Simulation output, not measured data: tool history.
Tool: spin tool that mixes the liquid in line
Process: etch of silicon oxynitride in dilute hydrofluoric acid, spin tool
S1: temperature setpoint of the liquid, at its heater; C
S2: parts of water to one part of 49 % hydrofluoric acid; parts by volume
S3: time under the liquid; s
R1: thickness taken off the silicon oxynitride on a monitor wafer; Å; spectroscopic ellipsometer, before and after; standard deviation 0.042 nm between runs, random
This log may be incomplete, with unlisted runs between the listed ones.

run	day	S1	S2	S3	R1
1	0	22	95	275	50.782
2	0.088	23.5	95	275	53.531
3	0.162	22	100	275	46.952
4	0.45	22	65	275	73.987
5	0.512	21	75	275	61.215
6	0.583	18.5	75	275	54.134
7	0.946	18	85	275	46.675

Predict the results of run 8:
8	1.15	17.5	90	275	?

R1: 41.926 Å
